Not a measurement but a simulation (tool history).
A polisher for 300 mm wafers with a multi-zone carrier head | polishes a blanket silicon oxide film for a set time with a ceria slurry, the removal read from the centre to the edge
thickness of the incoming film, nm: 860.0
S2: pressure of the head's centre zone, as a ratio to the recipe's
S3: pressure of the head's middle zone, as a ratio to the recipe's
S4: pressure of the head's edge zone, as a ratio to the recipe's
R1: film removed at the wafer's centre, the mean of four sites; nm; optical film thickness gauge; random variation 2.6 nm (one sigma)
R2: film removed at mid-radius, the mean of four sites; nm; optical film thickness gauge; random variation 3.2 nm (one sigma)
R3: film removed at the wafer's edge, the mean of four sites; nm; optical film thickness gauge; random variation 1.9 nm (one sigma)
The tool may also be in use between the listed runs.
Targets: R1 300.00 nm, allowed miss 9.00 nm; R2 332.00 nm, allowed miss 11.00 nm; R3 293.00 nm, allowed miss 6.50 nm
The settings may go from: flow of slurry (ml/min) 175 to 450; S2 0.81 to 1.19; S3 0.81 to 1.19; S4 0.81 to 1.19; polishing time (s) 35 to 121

run 1 hour=0.0 | flow_of_slurry_(ml/min)=290 S2=1.00 S3=1.00 S4=1.00 polishing_time_(s)=78 | R1=226.09 R2=233.91 R3=247.25
run 2 hour=7.8 | flow_of_slurry_(ml/min)=240 S2=1.00 S3=1.00 S4=1.00 polishing_time_(s)=78 | R1=222.21 R2=226.29 R3=241.20
run 3 hour=9.5 | flow_of_slurry_(ml/min)=270 S2=1.02 S3=1.04 S4=1.00 polishing_time_(s)=80 | R1=239.08 R2=246.70 R3=249.91
run 4 hour=18.0 | flow_of_slurry_(ml/min)=270 S2=1.02 S3=1.04 S4=1.06 polishing_time_(s)=80 | R1=238.56 R2=242.39 R3=257.68
-- hour=21.9 slurry nozzle cleaned
run 5 hour=21.9 | flow_of_slurry_(ml/min)=295 S2=1.03 S3=1.07 S4=1.06 polishing_time_(s)=82 | R1=266.80 R2=279.61 R3=276.91
run 6 hour=26.5 | flow_of_slurry_(ml/min)=295 S2=1.03 S3=1.07 S4=1.06 polishing_time_(s)=74 | R1=238.00 R2=255.14 R3=249.77
run 7 hour=30.7 | flow_of_slurry_(ml/min)=320 S2=1.04 S3=1.08 S4=1.08 polishing_time_(s)=74 | R1=246.64 R2=256.52 R3=256.92
run 8 hour=37.6 | flow_of_slurry_(ml/min)=340 S2=1.05 S3=1.10 S4=1.09 polishing_time_(s)=74 | R1=244.37 R2=266.27 R3=255.99
run 9 hour=43.6 | flow_of_slurry_(ml/min)=350 S2=1.07 S3=1.12 S4=1.11 polishing_time_(s)=75 | R1=260.25 R2=272.65 R3=263.38
run 10 hour=52.1 | flow_of_slurry_(ml/min)=365 S2=1.07 S3=1.13 S4=1.11 polishing_time_(s)=76 | R1=260.38 R2=278.72 R3=268.13
run 11 hour=59.5 | flow_of_slurry_(ml/min)=370 S2=1.08 S3=1.14 S4=1.10 polishing_time_(s)=78 | R1=272.06 R2=280.04 R3=276.16
run 12 hour=60.2 | flow_of_slurry_(ml/min)=335 S2=1.08 S3=1.15 S4=1.12 polishing_time_(s)=79 | R1=272.96 R2=293.92 R3=281.29
run 13 hour=65.0 | flow_of_slurry_(ml/min)=335 S2=1.08 S3=1.16 S4=1.10 polishing_time_(s)=81 | R1=278.49 R2=297.97 R3=278.32
run 14 hour=73.2 | flow_of_slurry_(ml/min)=325 S2=1.08 S3=1.17 S4=1.10 polishing_time_(s)=83 | R1=285.72 R2=305.73 R3=290.29
run 15 hour=78.2 | flow_of_slurry_(ml/min)=325 S2=1.08 S3=1.17 S4=1.10 polishing_time_(s)=83 | R1=288.15 R2=309.33 R3=291.27
run 16 hour=79.2 | flow_of_slurry_(ml/min)=330 S2=1.07 S3=1.17 S4=1.08 polishing_time_(s)=84 | R1=282.74 R2=311.68 R3=287.02
run 17 hour=86.4 | flow_of_slurry_(ml/min)=340 S2=1.07 S3=1.17 S4=1.07 polishing_time_(s)=85 | R1=287.46 R2=311.86 R3=292.50
run 18 hour=93.0 | flow_of_slurry_(ml/min)=315 S2=1.07 S3=1.17 S4=1.07 polishing_time_(s)=86 | R1=293.48 R2=319.61 R3=290.78

5 next moves are on the table. One of them brings every result within its allowed miss. Which?
run A hour=99.6 | flow_of_slurry_(ml/min)=325 S2=1.06 S3=1.19 S4=1.00 polishing_time_(s)=88 | R1=? R2=? R3=?
run B hour=99.6 | flow_of_slurry_(ml/min)=320 S2=1.12 S3=1.15 S4=1.05 polishing_time_(s)=92 | R1=? R2=? R3=?
run C hour=99.6 | flow_of_slurry_(ml/min)=240 S2=1.10 S3=1.16 S4=1.05 polishing_time_(s)=93 | R1=? R2=? R3=?
run D hour=99.6 | flow_of_slurry_(ml/min)=220 S2=1.15 S3=1.17 S4=0.92 polishing_time_(s)=94 | R1=? R2=? R3=?
run E hour=99.6 | flow_of_slurry_(ml/min)=350 S2=1.11 S3=1.18 S4=1.07 polishing_time_(s)=89 | R1=? R2=? R3=?

move=A R1=297.62 R2=335.23 R3=295.78
move=B R1=327.48 R2=339.63 R3=314.47
move=C R1=313.39 R2=334.38 R3=309.75
move=D R1=326.02 R2=336.11 R3=296.07
move=E R1=317.06 R2=338.80 R3=308.19
A: meets every target
B: brings the result that was furthest off to its target, and leaves another outside
C: brings the result that was furthest off to its target, and leaves another outside
D: brings the result that was furthest off to its target, and leaves another outside
E: brings the result that was furthest off to its target, and leaves another outside
Answer: A

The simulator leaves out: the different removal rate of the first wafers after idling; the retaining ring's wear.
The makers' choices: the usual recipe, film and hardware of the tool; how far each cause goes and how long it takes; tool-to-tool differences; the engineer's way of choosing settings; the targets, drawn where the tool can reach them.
